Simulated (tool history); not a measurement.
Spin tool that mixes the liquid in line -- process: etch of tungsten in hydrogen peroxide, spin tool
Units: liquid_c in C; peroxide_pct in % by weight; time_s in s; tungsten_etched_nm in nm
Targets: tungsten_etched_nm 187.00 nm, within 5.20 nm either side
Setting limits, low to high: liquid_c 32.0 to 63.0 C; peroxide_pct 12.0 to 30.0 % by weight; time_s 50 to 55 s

| run | hour | liquid_c | peroxide_pct | time_s | tungsten_etched_nm |
|---|---|---|---|---|---|
| 1 | 0.0 | 47.0 | 22.5 | 50 | 129.74 |
| 2 | 5.9 | 47.0 | 18.0 | 50 | 116.61 |
| 3 | 12.6 | 48.5 | 18.0 | 50 | 127.70 |
| 4 | 17.6 | 48.5 | 14.0 | 50 | 113.68 |
| 5 | 18.4 | 53.5 | 14.0 | 50 | 155.72 |
| 6 | 24.0 | 53.5 | 12.0 | 50 | 142.23 |
| 7 | 30.1 | 54.5 | 12.0 | 50 | 149.53 |
|  | 38.5 | peroxide flow meter replaced |
| 8 | 38.5 | 55.0 | 12.0 | 50 | 149.96 |
| 9 | 40.3 | 56.0 | 12.0 | 50 | 157.12 |
| 10 | 43.7 | 56.5 | 12.0 | 50 | 162.20 |
| 11 | 52.4 | 57.0 | 12.0 | 50 | 166.45 |
| 12 | 54.3 | 57.5 | 12.0 | 50 | 173.34 |
| 13 | 57.7 | 58.0 | 12.0 | 50 | 176.57 |

Below are 4 possible settings for the next run. Only one of them brings all results inside the allowed miss of their targets. Which is it?
| A | 61.1 | 60.5 | 12.0 | 50 | ? |
| B | 61.1 | 59.0 | 13.0 | 50 | ? |
| C | 61.1 | 58.5 | 12.5 | 55 | ? |
| D | 61.1 | 57.0 | 12.5 | 55 | ? |

| move | tungsten_etched_nm |
|---|---|
| A | 205.94 |
| B | 196.61 |
| C | 206.01 |
| D | 188.77 |
A: carries the result that was furthest off beyond its target, to the other side
B: carries the result that was furthest off beyond its target, to the other side
C: carries the result that was furthest off beyond its target, to the other side
D: every result lands within tolerance
The right move is D.

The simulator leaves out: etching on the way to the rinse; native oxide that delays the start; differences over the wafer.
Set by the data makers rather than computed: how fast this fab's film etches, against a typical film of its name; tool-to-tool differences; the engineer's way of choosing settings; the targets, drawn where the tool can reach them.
